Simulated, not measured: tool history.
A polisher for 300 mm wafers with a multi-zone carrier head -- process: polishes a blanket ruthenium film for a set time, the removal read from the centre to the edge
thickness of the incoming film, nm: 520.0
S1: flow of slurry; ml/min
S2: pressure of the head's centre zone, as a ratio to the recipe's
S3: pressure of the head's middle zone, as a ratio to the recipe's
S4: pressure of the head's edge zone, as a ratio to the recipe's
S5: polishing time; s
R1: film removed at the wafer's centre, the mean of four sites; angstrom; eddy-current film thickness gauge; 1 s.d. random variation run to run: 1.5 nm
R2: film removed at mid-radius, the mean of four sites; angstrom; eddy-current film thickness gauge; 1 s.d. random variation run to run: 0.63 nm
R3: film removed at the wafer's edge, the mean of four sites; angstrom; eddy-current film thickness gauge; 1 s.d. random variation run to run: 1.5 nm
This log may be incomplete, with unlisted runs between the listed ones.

run,hour,S1,S2,S3,S4,S5,R1,R2,R3
1,0,270,1,1,1,61,1153.8,1135.6,1156.6
2,2.2,270,1,1,1,74,1421.2,1359.2,1392.7
3,10.5,260,1.02,0.95,0.99,72,1421.3,1279.4,1397.8
4,12.1,260,1.02,0.95,0.99,86,1685.7,1517,1623
5,15.4,260,1.02,0.95,0.99,79,1546.3,1391.5,1493.1
6,21.5,255,1.04,0.92,0.97,74,1471,1282.9,1434.3
7,30.4,260,1.07,0.91,0.96,69,1411.6,1180.3,1316.7
8,32.8,260,1.08,0.89,0.95,67,1395.9,1121.5,1273.6
9,34.2,260,1.08,0.87,0.94,66,1356.4,1087.6,1205.4
10,41.8,255,1.08,0.85,0.95,66,1328.1,1063.4,1221.1
11,44.6,250,1.08,0.84,0.95,66,1350.1,1041.2,1247
12,51.2,245,1.08,0.83,0.94,66,1338,1053.7,1247.8
13,52.9,245,1.08,0.83,0.94,65,1309.1,1022.8,1220.5

What will run 14 give?
14,55.9,245,1.08,0.83,0.93,65,?,?,?

R1: 1346.9 angstrom
R2: 1028.9 angstrom
R3: 1192.9 angstrom
